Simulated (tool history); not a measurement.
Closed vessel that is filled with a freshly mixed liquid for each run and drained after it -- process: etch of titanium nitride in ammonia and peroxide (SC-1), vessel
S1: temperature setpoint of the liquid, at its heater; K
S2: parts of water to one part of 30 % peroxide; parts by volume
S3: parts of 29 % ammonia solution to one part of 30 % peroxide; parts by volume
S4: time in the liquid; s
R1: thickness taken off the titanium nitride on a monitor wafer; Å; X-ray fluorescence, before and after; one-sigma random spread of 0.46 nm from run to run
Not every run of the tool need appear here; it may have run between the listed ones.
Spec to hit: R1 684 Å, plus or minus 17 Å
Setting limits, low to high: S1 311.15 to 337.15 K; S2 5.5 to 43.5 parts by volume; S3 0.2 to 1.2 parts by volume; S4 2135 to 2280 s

{"run": 1, "day": 0.0, "S1": 321.15, "S2": 24.5, "S3": 0.85, "S4": 2135, "R1": 1092.6}
{"run": 2, "day": 0.15, "S1": 319.65, "S2": 24.5, "S3": 0.85, "S4": 2135, "R1": 968.17}
{"run": 3, "day": 0.221, "S1": 319.65, "S2": 17.5, "S3": 0.85, "S4": 2135, "R1": 1185.5}
{"run": 4, "day": 0.283, "S1": 318.15, "S2": 17.5, "S3": 0.85, "S4": 2135, "R1": 1063.4}
{"run": 5, "day": 0.346, "S1": 312.65, "S2": 17.5, "S3": 0.85, "S4": 2135, "R1": 716.53}
{"day": 0.704, "done": "thermometer replaced"}
{"run": 6, "day": 0.704, "S1": 315.65, "S2": 17.5, "S3": 0.85, "S4": 2135, "R1": 746.96}
{"run": 7, "day": 0.842, "S1": 315.15, "S2": 17.5, "S3": 0.85, "S4": 2135, "R1": 721.34}
{"run": 8, "day": 0.867, "S1": 315.15, "S2": 17.5, "S3": 0.85, "S4": 2135, "R1": 720.3}

Which of these 4 next moves meets every target?
{"run": "A", "day": 0.892, "S1": 311.65, "S2": 9.5, "S3": 1, "S4": 2135, "R1": "?"}
{"run": "B", "day": 0.892, "S1": 313.65, "S2": 13.5, "S3": 0.9, "S4": 2135, "R1": "?"}
{"run": "C", "day": 0.892, "S1": 316.65, "S2": 22.5, "S3": 1, "S4": 2280, "R1": "?"}
{"run": "D", "day": 0.892, "S1": 312.65, "S2": 14.5, "S3": 0.9, "S4": 2170, "R1": "?"}

move=A R1=786.05
move=B R1=749.65
move=C R1=770.92
move=D R1=681.24
A: further off than the last run
B: further off than the last run
C: further off than the last run
D: every result within its allowed miss
D is the move that brings every result within its allowed miss.
